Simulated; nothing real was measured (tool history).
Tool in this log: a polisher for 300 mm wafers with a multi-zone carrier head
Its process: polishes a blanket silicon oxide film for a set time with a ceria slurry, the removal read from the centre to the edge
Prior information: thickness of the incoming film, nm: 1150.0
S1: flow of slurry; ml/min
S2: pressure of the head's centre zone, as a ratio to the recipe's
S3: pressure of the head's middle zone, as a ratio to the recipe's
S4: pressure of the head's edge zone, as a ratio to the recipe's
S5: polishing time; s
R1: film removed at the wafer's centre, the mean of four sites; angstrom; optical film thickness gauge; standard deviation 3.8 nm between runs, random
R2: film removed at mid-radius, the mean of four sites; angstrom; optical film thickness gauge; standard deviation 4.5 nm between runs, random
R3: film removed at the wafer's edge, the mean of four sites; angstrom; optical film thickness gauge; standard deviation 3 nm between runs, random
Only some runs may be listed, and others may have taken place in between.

run,hour,S1,S2,S3,S4,S5,R1,R2,R3
1,0,150,1,1,1,54,3388.1,3414.1,3323
2,4.3,150,1,1,1,65,4040.2,4144.2,3959.9
3,7.2,170,0.99,1.03,1.04,65,4034.8,4301.8,4188.4
4,9.7,185,1,1.06,1.04,65,4175.1,4491.3,4148
5,11.1,185,1,1.14,1.04,65,4229.8,4764.4,4197.1
6,14.2,185,1,1.14,0.99,65,4237.3,4703.3,4061
7,20.3,190,1,1.13,1.03,65,4226.1,4719.3,4190.6
8,28.3,195,1,1.13,1.06,65,4220.4,4755.2,4245
9,29.7,200,1,1.13,1.08,65,4244.3,4754,4319.7

What will run 10 give?
10,38.3,205,1,1.14,1.1,65,?,?,?

R1: 4267.9 angstrom
R2: 4812.8 angstrom
R3: 4331.2 angstrom
